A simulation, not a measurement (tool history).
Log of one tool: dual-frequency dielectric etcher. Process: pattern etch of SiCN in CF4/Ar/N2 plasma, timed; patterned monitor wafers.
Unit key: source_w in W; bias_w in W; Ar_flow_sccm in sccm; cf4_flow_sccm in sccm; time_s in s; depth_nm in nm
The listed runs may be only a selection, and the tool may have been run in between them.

Run 1, hour 0: source_w 320 W, bias_w 68 W, Ar_flow_sccm 74 sccm, cf4_flow_sccm 60 sccm, time_s 108.5 s. Result: depth_nm 79.004 nm.
Run 2, hour 5.2: source_w 320 W, bias_w 68 W, Ar_flow_sccm 74 sccm, cf4_flow_sccm 56 sccm, time_s 108.5 s. Result: depth_nm 78.98 nm.
Run 3, hour 8.8: source_w 350 W, bias_w 69 W, Ar_flow_sccm 74 sccm, cf4_flow_sccm 56 sccm, time_s 108.5 s. Result: depth_nm 84.677 nm.
Run 4, hour 10.4: source_w 350 W, bias_w 64 W, Ar_flow_sccm 74 sccm, cf4_flow_sccm 56 sccm, time_s 108.5 s. Result: depth_nm 82.254 nm.
Run 5, hour 12.2: source_w 350 W, bias_w 55 W, Ar_flow_sccm 74 sccm, cf4_flow_sccm 56 sccm, time_s 108.5 s. Result: depth_nm 76.351 nm.
Run 6, hour 18.7: source_w 350 W, bias_w 66 W, Ar_flow_sccm 74 sccm, cf4_flow_sccm 56 sccm, time_s 108.5 s. Result: depth_nm 83.109 nm.

For run 7, what comes out?
Run 7, hour 22.6: source_w 380 W, bias_w 66 W, Ar_flow_sccm 74 sccm, cf4_flow_sccm 56 sccm, time_s 108.5 s. Result: depth_nm ?.

{"run 7": {"depth_nm": 88.738}}

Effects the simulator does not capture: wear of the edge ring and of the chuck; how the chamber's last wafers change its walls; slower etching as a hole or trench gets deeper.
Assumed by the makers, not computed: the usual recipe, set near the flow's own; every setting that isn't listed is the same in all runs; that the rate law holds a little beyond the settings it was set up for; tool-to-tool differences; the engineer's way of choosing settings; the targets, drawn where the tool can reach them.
